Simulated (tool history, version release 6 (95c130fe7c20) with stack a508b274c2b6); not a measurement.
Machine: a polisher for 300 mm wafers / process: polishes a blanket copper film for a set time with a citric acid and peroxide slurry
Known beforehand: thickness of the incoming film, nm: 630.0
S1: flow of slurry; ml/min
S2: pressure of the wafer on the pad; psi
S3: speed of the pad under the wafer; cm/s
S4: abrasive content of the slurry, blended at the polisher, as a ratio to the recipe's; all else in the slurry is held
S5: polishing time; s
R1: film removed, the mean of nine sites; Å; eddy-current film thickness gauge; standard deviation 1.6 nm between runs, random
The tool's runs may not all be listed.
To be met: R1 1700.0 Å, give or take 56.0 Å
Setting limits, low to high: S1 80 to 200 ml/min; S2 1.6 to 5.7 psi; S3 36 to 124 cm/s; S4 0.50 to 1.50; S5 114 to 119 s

run  hour   S1   S2  S3    S4   S5      R1
  1   0.0  130  3.6  80  1.00  114  2227.8
  2   1.5  130  3.6  80  0.90  114  2251.6
  3   4.2  130  3.6  80  1.05  114  2346.0
  4   5.8  130  3.1  80  1.05  114  2090.2
  5  10.7  125  3.0  80  1.05  114  2033.8
  6  17.6  125  3.0  90  1.05  114  2234.1
  7  25.2  125  2.8  90  1.05  114  2164.1
  8  27.5  125  2.7  90  1.05  114  2083.5
  9  36.4  125  2.6  90  1.05  114  2106.2
 10  39.0  120  2.5  90  1.05  114  2026.0
 11  40.3  120  2.4  90  1.05  114  1914.9

Of the 5 settings listed for the next run, only one would bring every result within its allowed miss of target. Which one?
  A  41.6  120  2.8   84  1.00  115   ?
  B  41.6  120  2.5  112  0.85  119   ?
  C  41.6  100  2.4   78  1.05  115   ?
  D  41.6  125  1.6   86  0.95  114   ?
  E  41.6  115  2.8   96  0.95  119   ?

move      R1
   A  1990.4
   B  2364.8
   C  1660.4
   D  1517.3
   E  2245.8
A: misses by more than the last run did
B: misses by more than the last run did
C: every result within its allowed miss
D: takes the result that was furthest off past its target
E: misses by more than the last run did
So the answer is move C, the one that meets all the targets.
